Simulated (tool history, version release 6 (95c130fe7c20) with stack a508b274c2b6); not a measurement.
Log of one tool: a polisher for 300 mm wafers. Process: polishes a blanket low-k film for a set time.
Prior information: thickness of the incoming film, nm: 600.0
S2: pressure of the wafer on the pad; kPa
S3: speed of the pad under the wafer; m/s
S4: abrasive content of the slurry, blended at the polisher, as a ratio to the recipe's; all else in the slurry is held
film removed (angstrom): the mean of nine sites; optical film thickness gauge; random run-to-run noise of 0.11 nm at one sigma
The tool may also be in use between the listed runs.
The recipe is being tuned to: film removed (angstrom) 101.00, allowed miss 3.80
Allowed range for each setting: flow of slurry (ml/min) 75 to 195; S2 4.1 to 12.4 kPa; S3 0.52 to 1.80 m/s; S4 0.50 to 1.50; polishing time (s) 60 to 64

Run 1, hour 0.0: flow of slurry (ml/min) 125, S2 8.3 kPa, S3 1.16 m/s, S4 1.00, polishing time (s) 60. Result: film removed (angstrom) 209.14.
Run 2, hour 5.3: flow of slurry (ml/min) 125, S2 8.3 kPa, S3 1.16 m/s, S4 1.00, polishing time (s) 64. Result: film removed (angstrom) 222.61.
Run 3, hour 10.2: flow of slurry (ml/min) 125, S2 9.0 kPa, S3 1.16 m/s, S4 1.00, polishing time (s) 64. Result: film removed (angstrom) 241.79.
Run 4, hour 15.8: flow of slurry (ml/min) 120, S2 7.6 kPa, S3 1.06 m/s, S4 1.00, polishing time (s) 64. Result: film removed (angstrom) 193.30.
Run 5, hour 16.4: flow of slurry (ml/min) 120, S2 7.6 kPa, S3 0.92 m/s, S4 1.00, polishing time (s) 64. Result: film removed (angstrom) 181.72.
Run 6, hour 23.4: flow of slurry (ml/min) 115, S2 6.9 kPa, S3 0.86 m/s, S4 1.00, polishing time (s) 64. Result: film removed (angstrom) 157.50.
Run 7, hour 28.7: flow of slurry (ml/min) 110, S2 6.2 kPa, S3 0.82 m/s, S4 1.00, polishing time (s) 64. Result: film removed (angstrom) 140.50.
Run 8, hour 33.8: flow of slurry (ml/min) 105, S2 5.5 kPa, S3 0.80 m/s, S4 1.00, polishing time (s) 64. Result: film removed (angstrom) 122.51.
Run 9, hour 42.7: flow of slurry (ml/min) 100, S2 5.5 kPa, S3 0.80 m/s, S4 1.00, polishing time (s) 64. Result: film removed (angstrom) 120.39.
Run 10, hour 44.7: flow of slurry (ml/min) 95, S2 5.5 kPa, S3 0.80 m/s, S4 1.00, polishing time (s) 64. Result: film removed (angstrom) 121.26.

Which one of the following 4 next-run settings gets every result inside its allowed miss? There is exactly one.
Run A, hour 46.7: flow of slurry (ml/min) 100, S2 4.8 kPa, S3 0.90 m/s, S4 1.00, polishing time (s) 61. Result: film removed (angstrom) ?.
Run B, hour 46.7: flow of slurry (ml/min) 140, S2 6.2 kPa, S3 0.82 m/s, S4 0.80, polishing time (s) 64. Result: film removed (angstrom) ?.
Run C, hour 46.7: flow of slurry (ml/min) 75, S2 4.1 kPa, S3 1.24 m/s, S4 0.95, polishing time (s) 64. Result: film removed (angstrom) ?.
Run D, hour 46.7: flow of slurry (ml/min) 125, S2 6.2 kPa, S3 0.70 m/s, S4 0.90, polishing time (s) 64. Result: film removed (angstrom) ?.

move  film removed (angstrom)
   A                   108.06
   B                   136.99
   C                   102.78
   D                   130.58
A: an improvement on the last run, though not all results are within tolerance
B: the biggest miss grows against the last run
C: every result within its allowed miss
D: the biggest miss grows against the last run
The move that meets every target is C.
